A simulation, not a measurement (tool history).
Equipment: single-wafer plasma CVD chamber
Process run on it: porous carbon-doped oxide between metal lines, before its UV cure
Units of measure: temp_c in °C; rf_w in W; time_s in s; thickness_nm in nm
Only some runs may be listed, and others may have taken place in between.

run    day  temp_c  rf_w  time_s  thickness_nm
  1  0.000     315   490    25.3        134.18
  2  0.167     324   490    25.3        129.64
  3  0.488     314   490    25.3        134.28
  4  0.862     316   450    25.0        123.18
  5  0.983     316   500    25.0        132.87
  6  1.112     312   500    25.0        137.70
  7  1.229     324   420    24.2        109.00

What does the tool deliver on the next run?
  8  1.588     324   420    24.2             ?

Logged for run 8: thickness_nm 108.33 nm.
